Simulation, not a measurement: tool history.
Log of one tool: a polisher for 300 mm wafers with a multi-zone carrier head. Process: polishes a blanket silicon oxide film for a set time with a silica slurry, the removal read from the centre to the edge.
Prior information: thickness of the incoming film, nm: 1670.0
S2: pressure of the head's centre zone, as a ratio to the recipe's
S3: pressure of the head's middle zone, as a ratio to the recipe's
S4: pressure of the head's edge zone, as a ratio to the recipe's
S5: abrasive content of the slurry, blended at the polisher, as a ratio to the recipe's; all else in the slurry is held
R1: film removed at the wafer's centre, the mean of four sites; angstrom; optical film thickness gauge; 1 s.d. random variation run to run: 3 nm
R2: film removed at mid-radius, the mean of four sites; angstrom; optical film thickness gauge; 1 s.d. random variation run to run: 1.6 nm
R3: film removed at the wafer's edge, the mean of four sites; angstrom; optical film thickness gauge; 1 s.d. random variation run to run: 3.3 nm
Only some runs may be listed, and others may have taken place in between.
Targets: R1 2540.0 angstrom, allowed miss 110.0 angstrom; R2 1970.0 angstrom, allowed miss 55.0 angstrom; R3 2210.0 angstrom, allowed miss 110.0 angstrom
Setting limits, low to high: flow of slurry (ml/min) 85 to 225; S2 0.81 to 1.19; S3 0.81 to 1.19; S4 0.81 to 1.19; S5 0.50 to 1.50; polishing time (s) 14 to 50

Run 1, hour 0.0: flow of slurry (ml/min) 145, S2 1.00, S3 1.00, S4 1.00, S5 1.00, polishing time (s) 32. Result: R1 1472.0 angstrom, R2 1435.7 angstrom, R3 1450.4 angstrom.
Run 2, hour 2.0: flow of slurry (ml/min) 150, S2 1.02, S3 0.99, S4 1.02, S5 1.05, polishing time (s) 32. Result: R1 1531.1 angstrom, R2 1473.9 angstrom, R3 1474.3 angstrom.
Run 3, hour 10.3: flow of slurry (ml/min) 150, S2 1.02, S3 0.99, S4 1.02, S5 1.15, polishing time (s) 32. Result: R1 1595.6 angstrom, R2 1510.0 angstrom, R3 1569.7 angstrom.
Run 4, hour 15.8: flow of slurry (ml/min) 155, S2 1.04, S3 0.99, S4 1.03, S5 1.20, polishing time (s) 33. Result: R1 1709.5 angstrom, R2 1574.7 angstrom, R3 1675.3 angstrom.
Run 5, hour 23.0: flow of slurry (ml/min) 160, S2 1.06, S3 0.99, S4 1.03, S5 1.25, polishing time (s) 33. Result: R1 1749.0 angstrom, R2 1630.2 angstrom, R3 1614.1 angstrom.
Run 6, hour 24.0: flow of slurry (ml/min) 160, S2 1.06, S3 0.99, S4 1.09, S5 1.25, polishing time (s) 33. Result: R1 1797.4 angstrom, R2 1607.9 angstrom, R3 1737.1 angstrom.
Run 7, hour 26.9: flow of slurry (ml/min) 160, S2 1.08, S3 0.99, S4 1.10, S5 1.30, polishing time (s) 34. Result: R1 1908.6 angstrom, R2 1694.3 angstrom, R3 1811.7 angstrom.
Run 8, hour 34.1: flow of slurry (ml/min) 160, S2 1.09, S3 0.98, S4 1.11, S5 1.35, polishing time (s) 34. Result: R1 1946.7 angstrom, R2 1690.8 angstrom, R3 1805.7 angstrom.

Pick the move, out of 5, that brings all results within their allowed miss; only one does.
Run A, hour 41.3: flow of slurry (ml/min) 155, S2 1.03, S3 0.93, S4 1.17, S5 1.25, polishing time (s) 28. Result: R1 ?, R2 ?, R3 ?.
Run B, hour 41.3: flow of slurry (ml/min) 85, S2 1.05, S3 1.05, S4 0.99, S5 1.10, polishing time (s) 32. Result: R1 ?, R2 ?, R3 ?.
Run C, hour 41.3: flow of slurry (ml/min) 165, S2 1.17, S3 0.93, S4 1.12, S5 1.50, polishing time (s) 40. Result: R1 ?, R2 ?, R3 ?.
Run D, hour 41.3: flow of slurry (ml/min) 160, S2 1.04, S3 1.17, S4 0.97, S5 1.35, polishing time (s) 32. Result: R1 ?, R2 ?, R3 ?.
Run E, hour 41.3: flow of slurry (ml/min) 160, S2 1.04, S3 0.95, S4 1.13, S5 1.25, polishing time (s) 30. Result: R1 ?, R2 ?, R3 ?.

move      R1      R2      R3
   A  1449.3  1298.2  1512.0
   B  1323.1  1322.5  1349.4
   C  2519.9  1987.0  2256.8
   D  1728.9  1860.2  1615.4
   E  1578.9  1424.8  1598.0
A: its largest miss is bigger than the last run's
B: its largest miss is bigger than the last run's
C: each result inside its tolerance
D: its largest miss is bigger than the last run's
E: its largest miss is bigger than the last run's
The move that meets every target is C.
